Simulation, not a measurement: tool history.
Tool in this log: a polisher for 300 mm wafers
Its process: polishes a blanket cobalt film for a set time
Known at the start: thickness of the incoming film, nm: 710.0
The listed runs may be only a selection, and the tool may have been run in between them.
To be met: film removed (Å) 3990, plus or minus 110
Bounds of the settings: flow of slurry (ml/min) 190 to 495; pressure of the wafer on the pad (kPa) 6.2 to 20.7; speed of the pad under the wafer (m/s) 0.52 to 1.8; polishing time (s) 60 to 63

run  hour  flow of slurry (ml/min)  pressure of the wafer on the pad (kPa)  speed of the pad under the wafer (m/s)  polishing time (s)  film removed (Å)
  1     0                      320                                    13.1                                    1.16                  60            3407.7
  2     8                      320                                    13.1                                    1.16                  63            3603.3
  3  12.6                      320                                    13.1                                    1.06                  63            3277.9
  4  17.4                      380                                    13.1                                    1.06                  63            3310.4
  5  25.9                      380                                    14.5                                    1.06                  63            3535.5
  6  26.5                      380                                    14.5                                    1.06                  60            3365.6
  7  35.4                      380                                    15.9                                    1.06                  60            3596.6
  8  43.2                      380                                    17.2                                    1.06                  60            3762.5
  9  49.6                      380                                    17.9                                    1.06                  60            3895.5

4 next moves are on the table. One of them brings every result within its allowed miss. Which?
  A    56                      385                                    13.1                                    1.26                  63                 ?
  B    56                      415                                    15.2                                    1.16                  60                 ?
  C    56                      460                                    17.2                                    1.02                  61                 ?
  D    56                      445                                    17.2                                    0.96                  63                 ?

move  film removed (Å)
   A            3941.8
   B              3813
   C            3743.8
   D            3639.3
A: every result within its allowed miss
B: misses by more than the last run did
C: misses by more than the last run did
D: misses by more than the last run did
A is the move that brings every result within its allowed miss.
